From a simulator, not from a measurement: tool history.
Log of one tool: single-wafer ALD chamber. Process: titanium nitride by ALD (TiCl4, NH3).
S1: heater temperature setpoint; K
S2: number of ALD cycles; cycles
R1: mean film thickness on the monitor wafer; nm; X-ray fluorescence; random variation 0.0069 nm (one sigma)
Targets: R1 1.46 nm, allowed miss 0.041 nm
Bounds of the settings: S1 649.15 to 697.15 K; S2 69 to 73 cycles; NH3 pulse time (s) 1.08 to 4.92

Run 1, hour 0: S1 673.15 K, S2 73 cycles, NH3 pulse time (s) 3. Result: R1 1.6688 nm.
Run 2, hour 1: S1 669.15 K, S2 72 cycles, NH3 pulse time (s) 2.67. Result: R1 1.622 nm.
Run 3, hour 10.2: S1 669.15 K, S2 73 cycles, NH3 pulse time (s) 2.67. Result: R1 1.6377 nm.
Run 4, hour 13.8: S1 678.15 K, S2 73 cycles, NH3 pulse time (s) 2.67. Result: R1 1.6499 nm.
Run 5, hour 15.5: S1 673.15 K, S2 72 cycles, NH3 pulse time (s) 2.4. Result: R1 1.6298 nm.
Run 6, hour 16.8: S1 669.15 K, S2 71 cycles, NH3 pulse time (s) 2.18. Result: R1 1.5832 nm.
Run 7, hour 18.3: S1 666.15 K, S2 71 cycles, NH3 pulse time (s) 1.99. Result: R1 1.557 nm.
Run 8, hour 26: S1 665.15 K, S2 71 cycles, NH3 pulse time (s) 1.85. Result: R1 1.5529 nm.
Run 9, hour 35.2: S1 664.15 K, S2 71 cycles, NH3 pulse time (s) 1.72. Result: R1 1.5458 nm.
Run 10, hour 41.7: S1 664.15 K, S2 71 cycles, NH3 pulse time (s) 1.72. Result: R1 1.5198 nm.
Run 11, hour 46.7: S1 664.15 K, S2 71 cycles, NH3 pulse time (s) 1.67. Result: R1 1.5148 nm.
Run 12, hour 51.2: S1 664.15 K, S2 71 cycles, NH3 pulse time (s) 1.62. Result: R1 1.5204 nm.

4 next moves are on the table. One of them brings every result within its allowed miss. Which?
Run A, hour 55.7: S1 673.15 K, S2 73 cycles, NH3 pulse time (s) 1.52. Result: R1 ?.
Run B, hour 55.7: S1 658.15 K, S2 73 cycles, NH3 pulse time (s) 1.71. Result: R1 ?.
Run C, hour 55.7: S1 667.15 K, S2 69 cycles, NH3 pulse time (s) 1.52. Result: R1 ?.
Run D, hour 55.7: S1 665.15 K, S2 71 cycles, NH3 pulse time (s) 1.93. Result: R1 ?.

move      R1
   A  1.5642
   B  1.5572
   C  1.4617
   D  1.5581
A: further off than the last run
B: further off than the last run
C: meets every target
D: further off than the last run
The right move is C.

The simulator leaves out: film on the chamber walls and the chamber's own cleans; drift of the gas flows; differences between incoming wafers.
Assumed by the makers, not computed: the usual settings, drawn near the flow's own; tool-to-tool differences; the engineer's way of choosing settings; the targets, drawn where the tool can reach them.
